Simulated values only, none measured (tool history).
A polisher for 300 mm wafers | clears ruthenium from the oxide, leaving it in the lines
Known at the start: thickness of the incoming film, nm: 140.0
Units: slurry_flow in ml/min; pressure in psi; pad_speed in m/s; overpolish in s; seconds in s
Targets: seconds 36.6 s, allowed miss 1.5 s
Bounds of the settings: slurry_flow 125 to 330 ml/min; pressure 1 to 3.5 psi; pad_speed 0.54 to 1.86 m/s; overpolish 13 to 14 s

run 1 hour=0 | slurry_flow=210 pressure=2.2 pad_speed=1.18 overpolish=13 | seconds=75.585
run 2 hour=7.8 | slurry_flow=210 pressure=2.6 pad_speed=1.22 overpolish=13 | seconds=62.047
run 3 hour=10.9 | slurry_flow=210 pressure=2.6 pad_speed=1.02 overpolish=13 | seconds=73.88
run 4 hour=19.6 | slurry_flow=245 pressure=2.6 pad_speed=1.02 overpolish=13 | seconds=73.453
run 5 hour=21.8 | slurry_flow=245 pressure=2.6 pad_speed=1.02 overpolish=14 | seconds=72.912
run 6 hour=30.4 | slurry_flow=245 pressure=2.9 pad_speed=1.12 overpolish=14 | seconds=59.579
run 7 hour=37.1 | slurry_flow=245 pressure=3.1 pad_speed=1.2 overpolish=14 | seconds=52.755
run 8 hour=45.6 | slurry_flow=245 pressure=3.2 pad_speed=1.28 overpolish=14 | seconds=47.88
run 9 hour=51.5 | slurry_flow=245 pressure=3.2 pad_speed=1.28 overpolish=14 | seconds=48.548
run 10 hour=54.4 | slurry_flow=245 pressure=3.3 pad_speed=1.36 overpolish=14 | seconds=43.873
run 11 hour=57.3 | slurry_flow=245 pressure=3.4 pad_speed=1.4 overpolish=14 | seconds=41.49
run 12 hour=60.3 | slurry_flow=245 pressure=3.4 pad_speed=1.44 overpolish=14 | seconds=40.329
run 13 hour=66.5 | slurry_flow=245 pressure=3.4 pad_speed=1.44 overpolish=14 | seconds=40.52
run 14 hour=75.4 | slurry_flow=245 pressure=3.4 pad_speed=1.46 overpolish=14 | seconds=40.149
run 15 hour=83.4 | slurry_flow=245 pressure=3.4 pad_speed=1.48 overpolish=14 | seconds=38.862
run 16 hour=86.2 | slurry_flow=245 pressure=3.4 pad_speed=1.5 overpolish=14 | seconds=39.191
run 17 hour=95.2 | slurry_flow=245 pressure=3.4 pad_speed=1.52 overpolish=14 | seconds=38.444

Which of these 4 next moves meets every target?
run A hour=104.2 | slurry_flow=225 pressure=3.5 pad_speed=1.76 overpolish=14 | seconds=?
run B hour=104.2 | slurry_flow=265 pressure=3.5 pad_speed=1.52 overpolish=13 | seconds=?
run C hour=104.2 | slurry_flow=255 pressure=3.4 pad_speed=1.68 overpolish=14 | seconds=?
run D hour=104.2 | slurry_flow=170 pressure=3.5 pad_speed=1.42 overpolish=14 | seconds=?

move=A seconds=32.341
move=B seconds=36.615
move=C seconds=34.304
move=D seconds=41.625
A: takes the result that was furthest off past its target
B: meets every target
C: takes the result that was furthest off past its target
D: further off than the last run
The right move is B.
